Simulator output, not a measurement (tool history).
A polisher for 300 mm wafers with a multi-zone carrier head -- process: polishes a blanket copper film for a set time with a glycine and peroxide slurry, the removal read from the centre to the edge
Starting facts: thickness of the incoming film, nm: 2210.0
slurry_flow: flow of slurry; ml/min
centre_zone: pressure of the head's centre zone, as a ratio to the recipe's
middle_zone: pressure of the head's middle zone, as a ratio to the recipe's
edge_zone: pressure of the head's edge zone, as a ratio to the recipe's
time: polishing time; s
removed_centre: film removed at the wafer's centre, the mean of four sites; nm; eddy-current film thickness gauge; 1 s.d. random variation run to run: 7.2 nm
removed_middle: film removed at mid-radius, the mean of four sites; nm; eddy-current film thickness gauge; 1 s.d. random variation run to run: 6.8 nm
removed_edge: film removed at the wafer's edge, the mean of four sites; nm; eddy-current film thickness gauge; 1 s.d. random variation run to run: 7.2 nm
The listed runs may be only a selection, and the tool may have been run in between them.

run	hour	slurry_flow	centre_zone	middle_zone	edge_zone	time	removed_centre	removed_middle	removed_edge
1	0	210	1	1	1	77	331.82	329.03	337.22
2	6.4	215	1.01	1	1.03	86	365.21	378.09	374.47
3	12.2	170	1.01	1	1.03	86	354.96	372.07	362.62
4	14.8	195	1.02	0.97	1.05	93	391.49	392.29	408.65
5	22.1	195	1.02	0.97	1.05	106	450.02	455.95	456.72
6	30.3	195	1.02	0.97	1.1	106	446.93	454.26	475.9

Predict the results of run 7:
7	34.9	195	1.02	0.97	1.1	106	?	?	?

Logged for run 7: removed_centre 449.96 nm, removed_middle 448.59 nm, removed_edge 466.48 nm.

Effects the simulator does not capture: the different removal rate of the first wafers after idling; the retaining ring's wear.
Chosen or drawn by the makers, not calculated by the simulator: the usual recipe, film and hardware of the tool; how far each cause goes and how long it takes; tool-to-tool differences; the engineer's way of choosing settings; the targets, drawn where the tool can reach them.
